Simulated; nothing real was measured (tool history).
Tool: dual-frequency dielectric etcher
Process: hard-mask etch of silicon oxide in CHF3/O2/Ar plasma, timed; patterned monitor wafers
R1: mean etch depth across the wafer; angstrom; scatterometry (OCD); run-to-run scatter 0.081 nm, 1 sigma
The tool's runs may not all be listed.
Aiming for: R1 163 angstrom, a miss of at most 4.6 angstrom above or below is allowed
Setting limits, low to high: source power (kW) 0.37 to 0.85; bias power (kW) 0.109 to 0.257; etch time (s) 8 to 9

run 1 hour=0 | source_power_(kW)=0.61 bias_power_(kW)=0.183 etch_time_(s)=9 | R1=185.72
run 2 hour=6.8 | source_power_(kW)=0.61 bias_power_(kW)=0.155 etch_time_(s)=9 | R1=176.93
run 3 hour=9.8 | source_power_(kW)=0.61 bias_power_(kW)=0.155 etch_time_(s)=8 | R1=157.54
run 4 hour=15.7 | source_power_(kW)=0.55 bias_power_(kW)=0.155 etch_time_(s)=8 | R1=151.95
run 5 hour=22.4 | source_power_(kW)=0.56 bias_power_(kW)=0.156 etch_time_(s)=8 | R1=153.54
run 6 hour=31.4 | source_power_(kW)=0.56 bias_power_(kW)=0.156 etch_time_(s)=8 | R1=153.28
run 7 hour=32.9 | source_power_(kW)=0.57 bias_power_(kW)=0.157 etch_time_(s)=8 | R1=155.2
run 8 hour=39 | source_power_(kW)=0.58 bias_power_(kW)=0.158 etch_time_(s)=8 | R1=154.9
run 9 hour=47.1 | source_power_(kW)=0.59 bias_power_(kW)=0.159 etch_time_(s)=8 | R1=157.46
run 10 hour=49 | source_power_(kW)=0.59 bias_power_(kW)=0.159 etch_time_(s)=8 | R1=157.31

4 next moves are on the table. One of them brings every result within its allowed miss. Which?
run A hour=50.9 | source_power_(kW)=0.55 bias_power_(kW)=0.13 etch_time_(s)=8.5 | R1=?
run B hour=50.9 | source_power_(kW)=0.47 bias_power_(kW)=0.176 etch_time_(s)=8 | R1=?
run C hour=50.9 | source_power_(kW)=0.6 bias_power_(kW)=0.141 etch_time_(s)=8.5 | R1=?
run D hour=50.9 | source_power_(kW)=0.61 bias_power_(kW)=0.142 etch_time_(s)=8 | R1=?

move=A R1=152.92
move=B R1=150.71
move=C R1=161.21
move=D R1=152.87
A: further off than the last run
B: further off than the last run
C: all results in spec
D: further off than the last run
So the answer is move C, the one that meets all the targets.
